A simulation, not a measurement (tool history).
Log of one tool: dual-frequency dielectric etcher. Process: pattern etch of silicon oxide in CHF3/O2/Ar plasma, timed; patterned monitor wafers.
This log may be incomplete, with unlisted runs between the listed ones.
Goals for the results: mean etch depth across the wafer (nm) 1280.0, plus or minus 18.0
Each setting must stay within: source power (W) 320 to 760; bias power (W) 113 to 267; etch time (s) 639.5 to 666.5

| run | hour | source power (W) | bias power (W) | etch time (s) | mean etch depth across the wafer (nm) |
|---|---|---|---|---|---|
| 1 | 0.0 | 540 | 190 | 639.5 | 1126.2 |
| 2 | 4.5 | 540 | 219 | 639.5 | 1197.3 |
| 3 | 7.7 | 560 | 220 | 639.5 | 1216.7 |
| 4 | 16.6 | 460 | 220 | 639.5 | 1114.1 |
| 5 | 19.7 | 490 | 221 | 639.5 | 1145.5 |
| 6 | 23.8 | 540 | 221 | 639.5 | 1190.5 |
| 7 | 25.0 | 560 | 222 | 639.5 | 1226.9 |
| 8 | 31.5 | 570 | 222 | 639.5 | 1231.1 |

Pick the move, out of 5, that brings all results within their allowed miss; only one does.
| A | 38.0 | 510 | 196 | 663.0 | ? |
| B | 38.0 | 540 | 233 | 650.0 | ? |
| C | 38.0 | 530 | 223 | 666.5 | ? |
| D | 38.0 | 550 | 238 | 657.0 | ? |
| E | 38.0 | 610 | 229 | 651.0 | ? |

| move | mean etch depth across the wafer (nm) |
|---|---|
| A | 1145.5 |
| B | 1241.2 |
| C | 1238.5 |
| D | 1276.6 |
| E | 1304.6 |
A: moves away from the targets compared with the last run
B: nearer than the last run, and not there yet
C: nearer than the last run, and not there yet
D: meets every target
E: takes the biggest miss from the last run beyond its target
D is the move that brings every result within its allowed miss.
